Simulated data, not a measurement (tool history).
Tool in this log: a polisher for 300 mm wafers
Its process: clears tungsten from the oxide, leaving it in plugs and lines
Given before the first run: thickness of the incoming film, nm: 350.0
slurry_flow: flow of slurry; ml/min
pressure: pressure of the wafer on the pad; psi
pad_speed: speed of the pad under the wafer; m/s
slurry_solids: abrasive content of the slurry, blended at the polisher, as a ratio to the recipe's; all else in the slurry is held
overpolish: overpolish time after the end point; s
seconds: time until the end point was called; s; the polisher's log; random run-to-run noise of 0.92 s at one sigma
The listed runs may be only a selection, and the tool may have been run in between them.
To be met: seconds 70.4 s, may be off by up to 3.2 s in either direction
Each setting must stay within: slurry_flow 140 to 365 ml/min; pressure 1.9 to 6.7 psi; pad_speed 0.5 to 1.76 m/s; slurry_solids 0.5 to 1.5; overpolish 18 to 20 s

| run | hour | slurry_flow | pressure | pad_speed | slurry_solids | overpolish | seconds |
|---|---|---|---|---|---|---|---|
| 1 | 0 | 235 | 4.3 | 1.12 | 1 | 18 | 47.445 |
| 2 | 1.1 | 235 | 5 | 1.12 | 1 | 18 | 41.503 |
| 3 | 4.6 | 235 | 4.7 | 1.12 | 1 | 18 | 44.737 |
| 4 | 9.7 | 235 | 4.7 | 1.12 | 0.8 | 18 | 47.168 |
| 5 | 14.2 | 235 | 4.7 | 1.12 | 0.65 | 18 | 47.965 |
| 6 | 21.6 | 235 | 4.7 | 1.12 | 0.65 | 20 | 47.759 |
| 7 | 29.8 | 235 | 4.5 | 1.12 | 0.65 | 20 | 50.951 |
| 8 | 33.1 | 235 | 4.3 | 1.12 | 0.65 | 20 | 52.537 |
| 9 | 39.1 | 235 | 4.1 | 1.12 | 0.65 | 20 | 54.542 |
| 10 | 45.5 | 235 | 3.9 | 1.12 | 0.65 | 20 | 58.64 |
| 11 | 47.5 | 235 | 3.8 | 1.12 | 0.65 | 20 | 60.209 |
| 12 | 49 | 235 | 3.7 | 1.12 | 0.65 | 20 | 61.327 |
| 13 | 57.3 | 235 | 3.6 | 1.12 | 0.65 | 20 | 62.776 |
| 14 | 66.3 | 235 | 3.1 | 1.1 | 0.65 | 20 | 74.058 |

5 next moves are on the table. One of them brings every result within its allowed miss. Which?
| A | 75.3 | 160 | 3.4 | 1.16 | 0.75 | 20 | ? |
| B | 75.3 | 270 | 3.2 | 1.16 | 0.9 | 18 | ? |
| C | 75.3 | 210 | 3.2 | 1.28 | 0.65 | 20 | ? |
| D | 75.3 | 230 | 2.9 | 1.18 | 0.5 | 19 | ? |
| E | 75.3 | 210 | 2.3 | 1.5 | 0.75 | 20 | ? |

| move | seconds |
|---|---|
| A | 66.527 |
| B | 63.817 |
| C | 64.043 |
| D | 79.915 |
| E | 72.774 |
A: takes the biggest miss from the last run beyond its target
B: takes the biggest miss from the last run beyond its target
C: takes the biggest miss from the last run beyond its target
D: moves away from the targets compared with the last run
E: all results land within tolerance of their targets
The move that meets every target is E.
